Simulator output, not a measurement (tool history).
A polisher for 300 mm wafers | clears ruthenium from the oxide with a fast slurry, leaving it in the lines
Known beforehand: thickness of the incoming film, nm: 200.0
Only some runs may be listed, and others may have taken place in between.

run	hour	flow of slurry (ml/min)	pressure of the wafer on the pad (psi)	speed of the pad under the wafer (m/s)	abrasive content of the slurry	overpolish time after the end point (s)	time until the end point was called (s)	dishing of a wide line in a test structure (nm)
1	0.0	145	3.5	1.20	1.00	18	34.911	83.406
2	0.7	140	3.0	1.18	1.00	20	41.250	80.686
3	3.9	105	3.0	1.18	1.00	20	45.699	73.984
4	10.4	105	3.0	1.18	1.15	20	41.147	80.533
5	19.2	105	3.0	1.18	1.15	12	40.895	51.482
6	23.4	105	3.0	0.90	1.15	12	51.693	42.158
7	25.9	95	2.0	0.90	1.10	21	80.387	46.415
8	30.7	105	2.1	0.90	1.10	22	74.567	51.753
9	35.9	115	2.1	0.90	1.10	23	71.500	54.497
10	44.5	115	2.2	0.90	1.10	24	69.400	59.235

Expected results for the next run?
11	48.2	115	2.2	0.90	1.10	25	?	?

time until the end point was called (s): 68.720
dishing of a wide line in a test structure (nm): 62.152
